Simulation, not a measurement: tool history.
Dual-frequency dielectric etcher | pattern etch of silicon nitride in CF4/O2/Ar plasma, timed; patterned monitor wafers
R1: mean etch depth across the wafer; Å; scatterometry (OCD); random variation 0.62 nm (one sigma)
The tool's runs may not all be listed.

Run 1, hour 0.0: source power (W) 380, bias power (W) 57, Ar flow (sccm) 99, CF4 flow (sccm) 92, etch time (s) 114. Result: R1 1651.9 Å.
Run 2, hour 5.0: source power (W) 380, bias power (W) 57, Ar flow (sccm) 99, CF4 flow (sccm) 92, etch time (s) 119. Result: R1 1720.2 Å.
Run 3, hour 9.3: source power (W) 350, bias power (W) 54, Ar flow (sccm) 101, CF4 flow (sccm) 90, etch time (s) 118. Result: R1 1518.5 Å.
Run 4, hour 17.8: source power (W) 330, bias power (W) 53, Ar flow (sccm) 102, CF4 flow (sccm) 90, etch time (s) 118. Result: R1 1412.1 Å.
Run 5, hour 19.8: source power (W) 300, bias power (W) 53, Ar flow (sccm) 102, CF4 flow (sccm) 90, etch time (s) 118. Result: R1 1275.1 Å.
Run 6, hour 21.5: source power (W) 290, bias power (W) 53, Ar flow (sccm) 102, CF4 flow (sccm) 90, etch time (s) 118. Result: R1 1239.9 Å.

Run 7 comes next. What will it give?
Run 7, hour 24.6: source power (W) 280, bias power (W) 53, Ar flow (sccm) 102, CF4 flow (sccm) 90, etch time (s) 118. Result: R1 ?.

{"run 7": {"R1": 1183.1}}
